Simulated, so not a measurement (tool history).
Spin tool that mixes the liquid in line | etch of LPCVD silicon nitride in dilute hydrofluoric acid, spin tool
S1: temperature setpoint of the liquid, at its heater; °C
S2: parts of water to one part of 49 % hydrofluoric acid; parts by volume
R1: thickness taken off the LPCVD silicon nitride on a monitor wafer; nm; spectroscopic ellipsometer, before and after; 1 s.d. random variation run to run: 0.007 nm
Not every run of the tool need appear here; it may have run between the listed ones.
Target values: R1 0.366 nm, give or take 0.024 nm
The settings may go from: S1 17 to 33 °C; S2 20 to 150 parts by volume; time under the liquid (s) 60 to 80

Run 1, hour 0: S1 25 °C, S2 85 parts by volume, time under the liquid (s) 80. Result: R1 0.52423 nm.
Run 2, hour 7.7: S1 24 °C, S2 85 parts by volume, time under the liquid (s) 80. Result: R1 0.49905 nm.
Run 3, hour 8.7: S1 24 °C, S2 55 parts by volume, time under the liquid (s) 80. Result: R1 0.78939 nm.
Run 4, hour 10.4: S1 24 °C, S2 30 parts by volume, time under the liquid (s) 80. Result: R1 1.3875 nm.
Run 5, hour 16.4: S1 23 °C, S2 40 parts by volume, time under the liquid (s) 80. Result: R1 0.9683 nm.
Run 6, hour 18.8: S1 22 °C, S2 45 parts by volume, time under the liquid (s) 80. Result: R1 0.80847 nm.
Run 7, hour 20: S1 21 °C, S2 50 parts by volume, time under the liquid (s) 80. Result: R1 0.67113 nm.
Run 8, hour 23.5: S1 20.5 °C, S2 50 parts by volume, time under the liquid (s) 80. Result: R1 0.65634 nm.
Run 9, hour 28.7: S1 20 °C, S2 55 parts by volume, time under the liquid (s) 80. Result: R1 0.58352 nm.
Run 10, hour 32.8: S1 19.5 °C, S2 55 parts by volume, time under the liquid (s) 80. Result: R1 0.56516 nm.
Run 11, hour 39: S1 19 °C, S2 60 parts by volume, time under the liquid (s) 80. Result: R1 0.49521 nm.
Run 12, hour 47.2: S1 18.5 °C, S2 60 parts by volume, time under the liquid (s) 80. Result: R1 0.46848 nm.
Run 13, hour 48.3: S1 17.5 °C, S2 65 parts by volume, time under the liquid (s) 80. Result: R1 0.4143 nm.

4 next moves are on the table. One of them brings every result within its allowed miss. Which?
Run A, hour 49.4: S1 19 °C, S2 45 parts by volume, time under the liquid (s) 60. Result: R1 ?.
Run B, hour 49.4: S1 21 °C, S2 75 parts by volume, time under the liquid (s) 65. Result: R1 ?.
Run C, hour 49.4: S1 17.5 °C, S2 85 parts by volume, time under the liquid (s) 80. Result: R1 ?.
Run D, hour 49.4: S1 18.5 °C, S2 75 parts by volume, time under the liquid (s) 65. Result: R1 ?.

move       R1
   A  0.49129
   B  0.37166
   C    0.318
   D  0.31286
A: its largest miss is bigger than the last run's
B: every result within its allowed miss
C: moves the result that the last run missed by most past its target, out the other side
D: moves the result that the last run missed by most past its target, out the other side
The move that meets every target is B.
